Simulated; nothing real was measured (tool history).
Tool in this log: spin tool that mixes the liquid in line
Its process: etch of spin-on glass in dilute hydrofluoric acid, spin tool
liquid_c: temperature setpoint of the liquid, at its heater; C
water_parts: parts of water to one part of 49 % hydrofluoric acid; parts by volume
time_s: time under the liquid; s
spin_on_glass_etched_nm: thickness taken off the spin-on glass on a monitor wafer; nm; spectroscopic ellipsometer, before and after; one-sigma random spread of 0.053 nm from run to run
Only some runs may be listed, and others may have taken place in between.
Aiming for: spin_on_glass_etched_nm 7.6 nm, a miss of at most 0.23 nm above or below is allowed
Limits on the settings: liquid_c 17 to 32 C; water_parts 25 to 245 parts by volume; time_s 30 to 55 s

| run | hour | liquid_c | water_parts | time_s | spin_on_glass_etched_nm |
|---|---|---|---|---|---|
| 1 | 0 | 24 | 135 | 55 | 11.691 |
| 2 | 2.1 | 22.5 | 135 | 55 | 10.859 |
| 3 | 5.2 | 21.5 | 135 | 55 | 10.563 |
| 4 | 12.9 | 21 | 140 | 55 | 9.9359 |
| 5 | 15.7 | 21 | 140 | 30 | 5.3478 |
| 6 | 19.1 | 21 | 140 | 30 | 5.3917 |
| 7 | 26.6 | 21 | 140 | 30 | 5.4431 |
| 8 | 27.4 | 21.5 | 140 | 30 | 5.4782 |
| 9 | 29.3 | 22.5 | 140 | 30 | 5.7015 |
| 10 | 32.5 | 24 | 140 | 30 | 6.0326 |
| 11 | 41.3 | 25 | 140 | 30 | 6.301 |
| 12 | 45.2 | 26 | 140 | 30 | 6.5884 |
| 13 | 48.2 | 26.5 | 140 | 30 | 6.6945 |
| 14 | 55 | 26.5 | 140 | 30 | 6.7119 |

Which single option among these 4 for the next run brings every result within its allowed miss of target? Just one does.
| A | 61.8 | 25.5 | 140 | 30 | ? |
| B | 61.8 | 26.5 | 125 | 30 | ? |
| C | 61.8 | 25.5 | 135 | 30 | ? |
| D | 61.8 | 27 | 180 | 35 | ? |

| move | spin_on_glass_etched_nm |
|---|---|
| A | 6.3999 |
| B | 7.5833 |
| C | 6.677 |
| D | 5.8546 |
A: further off than the last run
B: hits every target within its allowed miss
C: no nearer and no further than the last run
D: further off than the last run
The move that meets every target is B.
